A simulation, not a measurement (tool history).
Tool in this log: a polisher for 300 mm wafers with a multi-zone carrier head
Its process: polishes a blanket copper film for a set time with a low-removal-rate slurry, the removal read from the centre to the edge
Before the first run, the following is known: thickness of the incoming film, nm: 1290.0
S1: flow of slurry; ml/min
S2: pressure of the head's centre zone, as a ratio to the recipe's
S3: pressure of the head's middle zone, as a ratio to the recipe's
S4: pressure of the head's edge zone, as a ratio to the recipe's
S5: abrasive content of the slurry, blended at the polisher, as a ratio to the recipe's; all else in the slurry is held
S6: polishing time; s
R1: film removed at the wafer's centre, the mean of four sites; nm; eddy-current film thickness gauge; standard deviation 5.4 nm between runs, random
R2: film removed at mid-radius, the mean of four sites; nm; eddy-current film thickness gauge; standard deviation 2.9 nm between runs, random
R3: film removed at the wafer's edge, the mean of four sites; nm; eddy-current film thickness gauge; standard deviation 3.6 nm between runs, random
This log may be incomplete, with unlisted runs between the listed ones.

| run | day | S1 | S2 | S3 | S4 | S5 | S6 | R1 | R2 | R3 |
|---|---|---|---|---|---|---|---|---|---|---|
| 1 | 0 | 285 | 1 | 1 | 1 | 1 | 60 | 281.93 | 283.59 | 284.92 |
| 2 | 0.279 | 285 | 1 | 1 | 1 | 1.2 | 60 | 293.15 | 291.51 | 289.12 |
| 3 | 0.408 | 285 | 1.08 | 1 | 1 | 1.2 | 60 | 320.5 | 292.53 | 293.12 |
| 4 | 0.729 | 285 | 1.09 | 1 | 1.02 | 1.25 | 61 | 325.18 | 298.94 | 304.14 |
| 5 | 0.921 | 285 | 1.09 | 1 | 1.02 | 1.25 | 67 | 357.21 | 331.62 | 330.41 |
| 6 | 1.262 | 290 | 1.1 | 1 | 1.03 | 1.3 | 67 | 365.01 | 330.27 | 333.28 |

For run 7, what comes out?
| 7 | 1.288 | 290 | 1.1 | 1 | 1.03 | 1.3 | 67 | ? | ? | ? |

R1: 375.33 nm
R2: 333.35 nm
R3: 334.42 nm
